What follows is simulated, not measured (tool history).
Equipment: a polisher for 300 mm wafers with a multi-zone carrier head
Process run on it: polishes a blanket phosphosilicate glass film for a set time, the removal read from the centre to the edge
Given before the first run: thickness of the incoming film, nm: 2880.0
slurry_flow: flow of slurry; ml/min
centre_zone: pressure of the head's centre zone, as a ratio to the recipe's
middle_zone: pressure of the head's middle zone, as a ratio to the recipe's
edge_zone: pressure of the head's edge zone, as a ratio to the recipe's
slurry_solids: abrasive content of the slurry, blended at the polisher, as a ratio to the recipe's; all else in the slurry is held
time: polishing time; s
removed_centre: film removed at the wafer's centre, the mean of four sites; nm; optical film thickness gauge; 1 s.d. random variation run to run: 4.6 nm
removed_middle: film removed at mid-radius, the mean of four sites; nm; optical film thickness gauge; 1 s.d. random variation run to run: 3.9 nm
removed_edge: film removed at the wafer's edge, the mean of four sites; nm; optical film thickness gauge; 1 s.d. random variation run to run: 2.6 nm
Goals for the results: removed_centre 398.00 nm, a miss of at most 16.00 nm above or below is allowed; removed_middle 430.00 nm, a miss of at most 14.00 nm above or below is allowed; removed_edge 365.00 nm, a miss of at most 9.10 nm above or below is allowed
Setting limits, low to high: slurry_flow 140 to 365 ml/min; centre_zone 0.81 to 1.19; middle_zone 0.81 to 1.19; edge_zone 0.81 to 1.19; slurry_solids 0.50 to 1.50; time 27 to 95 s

run 1 hour=0.0 | slurry_flow=235 centre_zone=1.00 middle_zone=1.00 edge_zone=1.00 slurry_solids=1.00 time=61 | removed_centre=531.43 removed_middle=499.20 removed_edge=512.42
run 2 hour=8.5 | slurry_flow=235 centre_zone=1.00 middle_zone=1.00 edge_zone=0.92 slurry_solids=1.00 time=61 | removed_centre=539.89 removed_middle=502.54 removed_edge=483.23
run 3 hour=11.9 | slurry_flow=230 centre_zone=0.98 middle_zone=1.01 edge_zone=0.90 slurry_solids=0.95 time=61 | removed_centre=516.33 removed_middle=491.83 removed_edge=472.43
run 4 hour=19.0 | slurry_flow=230 centre_zone=0.98 middle_zone=1.04 edge_zone=0.90 slurry_solids=0.95 time=61 | removed_centre=521.18 removed_middle=513.97 removed_edge=473.27
run 5 hour=20.5 | slurry_flow=230 centre_zone=0.97 middle_zone=1.05 edge_zone=0.89 slurry_solids=0.90 time=61 | removed_centre=505.49 removed_middle=497.23 removed_edge=460.31
run 6 hour=27.7 | slurry_flow=230 centre_zone=0.97 middle_zone=1.13 edge_zone=0.89 slurry_solids=0.90 time=61 | removed_centre=496.60 removed_middle=535.39 removed_edge=450.32
run 7 hour=35.3 | slurry_flow=225 centre_zone=0.96 middle_zone=1.13 edge_zone=0.88 slurry_solids=0.85 time=61 | removed_centre=475.28 removed_middle=516.82 removed_edge=448.84
run 8 hour=40.0 | slurry_flow=230 centre_zone=0.96 middle_zone=1.14 edge_zone=0.87 slurry_solids=0.80 time=60 | removed_centre=463.66 removed_middle=501.93 removed_edge=423.32
run 9 hour=45.5 | slurry_flow=230 centre_zone=0.96 middle_zone=1.14 edge_zone=0.86 slurry_solids=0.75 time=60 | removed_centre=452.62 removed_middle=486.74 removed_edge=409.77
-- hour=47.6 centre zone pressure recalibrated
run 10 hour=47.6 | slurry_flow=230 centre_zone=0.95 middle_zone=1.14 edge_zone=0.85 slurry_solids=0.70 time=60 | removed_centre=397.89 removed_middle=472.26 removed_edge=396.09
run 11 hour=48.2 | slurry_flow=230 centre_zone=0.96 middle_zone=1.13 edge_zone=0.85 slurry_solids=0.70 time=60 | removed_centre=399.02 removed_middle=466.35 removed_edge=391.17
run 12 hour=56.7 | slurry_flow=225 centre_zone=0.97 middle_zone=1.12 edge_zone=0.84 slurry_solids=0.70 time=60 | removed_centre=413.38 removed_middle=455.87 removed_edge=387.81
run 13 hour=58.4 | slurry_flow=220 centre_zone=0.97 middle_zone=1.12 edge_zone=0.84 slurry_solids=0.70 time=60 | removed_centre=405.56 removed_middle=463.20 removed_edge=390.49
run 14 hour=62.5 | slurry_flow=210 centre_zone=1.01 middle_zone=1.09 edge_zone=0.81 slurry_solids=0.60 time=60 | removed_centre=386.42 removed_middle=411.97 removed_edge=354.67
run 15 hour=66.9 | slurry_flow=210 centre_zone=1.01 middle_zone=1.09 edge_zone=0.81 slurry_solids=0.60 time=60 | removed_centre=384.32 removed_middle=414.05 removed_edge=350.47

Exercise: of the 4 proposed moves below, exactly one satisfies all targets within the stated allowed misses. Which move is it?
run A hour=71.3 | slurry_flow=205 centre_zone=1.03 middle_zone=1.13 edge_zone=0.86 slurry_solids=0.65 time=58 | removed_centre=? removed_middle=? removed_edge=?
run B hour=71.3 | slurry_flow=165 centre_zone=1.17 middle_zone=1.15 edge_zone=0.88 slurry_solids=0.90 time=50 | removed_centre=? removed_middle=? removed_edge=?
run C hour=71.3 | slurry_flow=190 centre_zone=1.09 middle_zone=1.17 edge_zone=0.81 slurry_solids=0.60 time=63 | removed_centre=? removed_middle=? removed_edge=?
run D hour=71.3 | slurry_flow=175 centre_zone=1.07 middle_zone=1.06 edge_zone=0.84 slurry_solids=0.50 time=65 | removed_centre=? removed_middle=? removed_edge=?

move=A removed_centre=394.54 removed_middle=428.04 removed_edge=363.04
move=B removed_centre=441.67 removed_middle=428.44 removed_edge=363.67
move=C removed_centre=432.58 removed_middle=456.90 removed_edge=366.76
move=D removed_centre=394.53 removed_middle=390.72 removed_edge=348.02
A: all results land within tolerance of their targets
B: gets the furthest-off result to its target, but another result is out of tolerance
C: gets the furthest-off result to its target, but another result is out of tolerance
D: lands further from the targets than the last run did
So the answer is move A, the one that meets all the targets.
